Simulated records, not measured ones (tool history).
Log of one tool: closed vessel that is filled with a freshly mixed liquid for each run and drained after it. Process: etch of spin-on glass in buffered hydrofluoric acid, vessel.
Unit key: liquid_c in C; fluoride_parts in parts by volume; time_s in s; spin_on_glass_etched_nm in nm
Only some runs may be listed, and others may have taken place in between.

run  hour  liquid_c  fluoride_parts  time_s  spin_on_glass_etched_nm
  1   0.0      24.0            21.0      35                   67.523
  2   1.9      22.5            22.0      35                   60.560
  3   3.7      24.5            22.0      35                   68.929
  4  10.7      24.5            27.0      35                   58.587
  5  14.6      24.5            23.5      35                   65.871
  6  17.2      23.0            23.5      35                   59.603
  7  23.2      22.0            24.0      35                   54.836
  8  27.1      21.0            24.0      35                   51.725
  9  32.2      20.5            24.0      35                   50.335
 10  37.7      20.0            24.0      35                   49.960

For run 11, what comes out?
 11  38.2      19.5            24.5      35                        ?

spin_on_glass_etched_nm: 46.881 nm
